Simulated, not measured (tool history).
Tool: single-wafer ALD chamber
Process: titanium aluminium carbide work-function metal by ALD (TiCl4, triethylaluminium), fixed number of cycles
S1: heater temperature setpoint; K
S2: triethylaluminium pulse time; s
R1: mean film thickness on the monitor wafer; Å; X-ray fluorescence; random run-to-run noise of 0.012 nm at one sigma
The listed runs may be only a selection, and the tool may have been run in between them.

Run 1, day 0.000: S1 593.15 K, S2 15.60 s. Result: R1 25.777 Å.
Run 2, day 0.092: S1 593.15 K, S2 17.28 s. Result: R1 25.713 Å.
Run 3, day 0.288: S1 589.15 K, S2 17.29 s. Result: R1 25.492 Å.
Run 4, day 0.529: S1 584.15 K, S2 16.96 s. Result: R1 24.992 Å.
Run 5, day 0.679: S1 589.15 K, S2 16.96 s. Result: R1 25.321 Å.
Run 6, day 0.988: S1 585.15 K, S2 16.87 s. Result: R1 25.265 Å.

For run 7, what comes out?
Run 7, day 1.208: S1 585.15 K, S2 16.87 s. Result: R1 ?.

{"run 7": {"R1": 25.202}}

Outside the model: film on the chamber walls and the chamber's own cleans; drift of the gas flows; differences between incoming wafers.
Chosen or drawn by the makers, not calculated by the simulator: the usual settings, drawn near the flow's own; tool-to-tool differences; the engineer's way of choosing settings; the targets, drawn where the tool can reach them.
